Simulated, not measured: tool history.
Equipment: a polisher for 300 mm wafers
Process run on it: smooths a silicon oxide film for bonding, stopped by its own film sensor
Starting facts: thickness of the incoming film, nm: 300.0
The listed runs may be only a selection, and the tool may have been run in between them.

| run | hour | flow of slurry (ml/min) | pressure of the wafer on the pad (psi) | speed of the pad under the wafer (cm/s) | abrasive content of the slurry | target thickness at which the film sensor stops the polish (Å) | time until the film sensor stopped the polish (s) |
|---|---|---|---|---|---|---|---|
| 1 | 0 | 220 | 1.7 | 94 | 1 | 2700 | 50.456 |
| 2 | 6 | 220 | 1.6 | 94 | 1 | 2700 | 51.654 |
| 3 | 9.7 | 220 | 1.6 | 108 | 1 | 2700 | 47.57 |
| 4 | 15.6 | 220 | 1.6 | 120 | 1 | 2700 | 43.528 |
| 5 | 22.6 | 220 | 1.4 | 120 | 1 | 2700 | 46.028 |
| 6 | 28.7 | 220 | 1.4 | 120 | 1.1 | 2700 | 44.531 |

Run 7 has not been measured yet. What should we expect?
| 7 | 29.4 | 210 | 0.9 | 94 | 1 | 2700 | ? |

For run 7 the tool returned time until the film sensor stopped the polish (s) 76.893.

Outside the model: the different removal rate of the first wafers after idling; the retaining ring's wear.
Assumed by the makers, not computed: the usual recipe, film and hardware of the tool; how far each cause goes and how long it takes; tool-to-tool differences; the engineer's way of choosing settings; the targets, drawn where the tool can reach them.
